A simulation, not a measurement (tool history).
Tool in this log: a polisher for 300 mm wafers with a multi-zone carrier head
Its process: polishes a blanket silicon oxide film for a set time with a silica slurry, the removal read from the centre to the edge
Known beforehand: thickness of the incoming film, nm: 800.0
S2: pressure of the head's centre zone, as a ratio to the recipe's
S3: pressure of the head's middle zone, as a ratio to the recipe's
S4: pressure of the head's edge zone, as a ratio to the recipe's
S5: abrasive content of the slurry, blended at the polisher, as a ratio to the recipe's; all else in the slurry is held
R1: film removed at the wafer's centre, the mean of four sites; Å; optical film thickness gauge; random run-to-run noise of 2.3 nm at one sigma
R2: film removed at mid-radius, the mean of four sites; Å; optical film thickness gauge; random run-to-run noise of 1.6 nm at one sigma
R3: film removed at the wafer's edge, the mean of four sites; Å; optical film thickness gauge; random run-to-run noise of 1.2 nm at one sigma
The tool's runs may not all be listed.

{"run": 1, "hour": 0.0, "flow of slurry (ml/min)": 190, "S2": 1, "S3": 1, "S4": 1, "S5": 1, "polishing time (s)": 84, "R1": 1679.6, "R2": 1742.2, "R3": 1697.8}
{"run": 2, "hour": 6.5, "flow of slurry (ml/min)": 190, "S2": 1, "S3": 1, "S4": 1, "S5": 0.9, "polishing time (s)": 84, "R1": 1540.4, "R2": 1659.8, "R3": 1573}
{"run": 3, "hour": 11.7, "flow of slurry (ml/min)": 190, "S2": 1, "S3": 1.05, "S4": 1, "S5": 0.9, "polishing time (s)": 84, "R1": 1596.4, "R2": 1699.9, "R3": 1576.9}
{"run": 4, "hour": 17.7, "flow of slurry (ml/min)": 190, "S2": 1, "S3": 1.1, "S4": 1, "S5": 0.9, "polishing time (s)": 84, "R1": 1526.3, "R2": 1789.7, "R3": 1584.5}
{"run": 5, "hour": 21.3, "flow of slurry (ml/min)": 190, "S2": 1, "S3": 1.13, "S4": 1, "S5": 0.9, "polishing time (s)": 84, "R1": 1596.5, "R2": 1816.3, "R3": 1563.1}
{"run": 6, "hour": 22.9, "flow of slurry (ml/min)": 190, "S2": 1, "S3": 1.13, "S4": 0.93, "S5": 0.9, "polishing time (s)": 84, "R1": 1585.1, "R2": 1826.4, "R3": 1513.7}
{"run": 7, "hour": 23.5, "flow of slurry (ml/min)": 185, "S2": 1, "S3": 1.11, "S4": 0.94, "S5": 0.9, "polishing time (s)": 84, "R1": 1515.3, "R2": 1777.8, "R3": 1543.8}

What does the tool deliver on the next run?
{"run": 8, "hour": 25.8, "flow of slurry (ml/min)": 185, "S2": 1.01, "S3": 1.1, "S4": 0.94, "S5": 0.9, "polishing time (s)": 84, "R1": "?", "R2": "?", "R3": "?"}

R1: 1554.5 Å
R2: 1799.8 Å
R3: 1532.6 Å

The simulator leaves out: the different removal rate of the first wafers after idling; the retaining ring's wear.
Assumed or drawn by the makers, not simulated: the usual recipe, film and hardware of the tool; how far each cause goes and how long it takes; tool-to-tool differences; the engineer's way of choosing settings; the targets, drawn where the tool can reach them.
